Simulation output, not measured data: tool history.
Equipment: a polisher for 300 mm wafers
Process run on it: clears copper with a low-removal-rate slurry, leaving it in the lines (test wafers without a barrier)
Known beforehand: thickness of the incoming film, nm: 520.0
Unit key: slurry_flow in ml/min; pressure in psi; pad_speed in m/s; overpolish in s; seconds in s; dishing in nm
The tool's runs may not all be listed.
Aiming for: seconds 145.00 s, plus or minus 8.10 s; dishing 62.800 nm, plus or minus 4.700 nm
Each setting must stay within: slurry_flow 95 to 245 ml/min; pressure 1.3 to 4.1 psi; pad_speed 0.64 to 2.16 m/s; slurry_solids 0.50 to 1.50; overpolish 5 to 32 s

run,hour,slurry_flow,pressure,pad_speed,slurry_solids,overpolish,seconds,dishing
1,0.0,155,2.7,1.40,1.00,16,152.14,38.345
2,3.6,155,2.7,1.40,0.90,16,158.89,37.098
3,5.7,155,2.7,1.06,0.90,16,213.69,29.801
4,7.2,130,2.7,1.06,0.90,16,215.59,29.426
5,13.0,130,2.7,1.06,0.70,16,228.88,27.116
6,14.3,130,2.7,1.06,0.70,13,222.12,22.948
7,23.1,130,2.8,1.06,0.70,14,220.37,25.230
8,31.3,130,2.9,1.06,0.70,15,213.26,28.167
9,35.4,130,3.0,1.06,0.70,16,202.73,30.370
10,36.7,130,3.1,1.06,0.70,17,203.91,32.416
11,39.8,130,3.2,1.06,0.70,18,194.45,36.118
12,47.3,130,3.3,1.06,0.70,19,185.52,38.048

Pick the move, out of 5, that brings all results within their allowed miss; only one does.
A,54.8,160,3.5,1.40,0.75,18,?,?
B,54.8,150,3.6,1.36,0.80,31,?,?
C,54.8,210,3.6,1.16,0.75,27,?,?
D,54.8,115,4.1,1.32,0.65,29,?,?
E,54.8,135,3.8,1.38,0.65,27,?,?

move,seconds,dishing
A,127.21,49.689
B,127.12,75.630
C,142.98,62.614
D,125.33,73.616
E,125.49,69.374
A: gains on the last run, yet a result remains outside its allowed miss
B: carries the result that was furthest off beyond its target, to the other side
C: in spec on every target
D: carries the result that was furthest off beyond its target, to the other side
E: carries the result that was furthest off beyond its target, to the other side
The right move is C.

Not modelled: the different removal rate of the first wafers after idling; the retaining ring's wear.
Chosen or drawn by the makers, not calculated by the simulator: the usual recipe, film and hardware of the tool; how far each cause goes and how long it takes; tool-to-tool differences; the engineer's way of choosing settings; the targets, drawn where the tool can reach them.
